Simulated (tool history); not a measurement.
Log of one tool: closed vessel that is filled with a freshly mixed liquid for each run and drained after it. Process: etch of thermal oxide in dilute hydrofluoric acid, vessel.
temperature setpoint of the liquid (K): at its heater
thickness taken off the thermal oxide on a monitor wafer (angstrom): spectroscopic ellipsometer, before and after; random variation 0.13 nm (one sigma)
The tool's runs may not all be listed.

run	hour	temperature setpoint of the liquid (K)	parts of water to one part of 49 % hydrofluoric acid (parts by volume)	time in the liquid (s)	thickness taken off the thermal oxide on a monitor wafer (angstrom)
1	0	298.15	175	925	250.79
2	4.5	298.15	215	925	191.38
3	10.3	298.15	240	925	169.46
4	15.7	296.15	240	925	156.45
5	24	296.15	305	925	117.25
6	33.3	296.15	320	925	110.18
7	41.1	298.15	310	925	122.11
8	48	299.65	305	925	130.54
9	50.4	301.15	300	925	141.26

The next listed run, before its measurement:
10	55.8	302.15	295	925	?

Run 10 gave thickness taken off the thermal oxide on a monitor wafer (angstrom) 148.97.
